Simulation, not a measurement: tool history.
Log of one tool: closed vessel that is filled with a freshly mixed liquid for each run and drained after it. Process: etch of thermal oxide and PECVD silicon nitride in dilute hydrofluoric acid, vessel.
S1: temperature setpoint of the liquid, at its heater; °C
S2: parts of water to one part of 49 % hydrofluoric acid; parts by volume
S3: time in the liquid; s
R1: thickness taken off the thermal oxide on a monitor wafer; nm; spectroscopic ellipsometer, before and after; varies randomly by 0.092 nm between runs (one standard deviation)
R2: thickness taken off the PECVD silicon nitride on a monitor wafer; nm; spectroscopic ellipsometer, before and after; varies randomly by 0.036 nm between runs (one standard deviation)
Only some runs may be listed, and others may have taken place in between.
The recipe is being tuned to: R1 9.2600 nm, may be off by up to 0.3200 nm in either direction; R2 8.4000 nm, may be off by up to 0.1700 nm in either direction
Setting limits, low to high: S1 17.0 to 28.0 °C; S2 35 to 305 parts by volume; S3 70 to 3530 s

run   hour    S1   S2    S3       R1       R2
  1    0.0  20.0  170  1800  41.6250  36.3860
  2    8.2  19.5  185  1675  33.9490  30.2780
  3   16.6  23.0  185  1675  39.4420  38.3090
  4   26.0  23.0  145  1675  53.1830  48.5390
  5   29.2  23.0  115  1675  68.6210  60.8260
  6   31.7  24.5  115  1675  72.8440  67.0850
  7   38.8  23.5  140  1585  53.3220  49.0180
  8   47.9  23.5  140  1585  52.9110  48.7700
  9   50.9  23.5  140  1585  53.8250  49.1190
 10   59.7  22.5  160  1515  42.5980  38.5790
 11   63.2  22.0  180  1470  34.4610  32.2700
 12   67.1  21.5  195  1405  29.6970  27.6170
 13   72.9  21.0  210  1345  25.6220  23.7350
 14   79.5  20.5  225  1295  22.1210  20.8320
 15   81.5  20.0  235  1230  19.3670  18.2750
 16   83.8  19.5  245  1170  17.2550  16.1190
 17   91.0  19.0  250  1125  15.8040  14.7230
 18  100.1  18.5  255  1085  14.7890  13.4520
 19  101.9  18.5  260  1060  13.9110  12.9570

Consider the 5 candidate settings below. Which is the only one whose results all fall within their allowed miss of target?
  A  103.7  19.0  280  755   ?   ?
  B  103.7  17.0  245  765   ?   ?
  C  103.7  17.0  285  835   ?   ?
  D  103.7  17.0  215  660   ?   ?
  E  103.7  18.5  285  790   ?   ?

move       R1      R2
   A   9.3210  8.9016
   B  10.3140  8.9907
   C   9.3506  8.4974
   D  10.4140  8.7874
   E   9.3630  8.8660
A: an improvement on the last run, though not all results are within tolerance
B: an improvement on the last run, though not all results are within tolerance
C: every result within its allowed miss
D: an improvement on the last run, though not all results are within tolerance
E: an improvement on the last run, though not all results are within tolerance
Correct choice: C, which meets every target
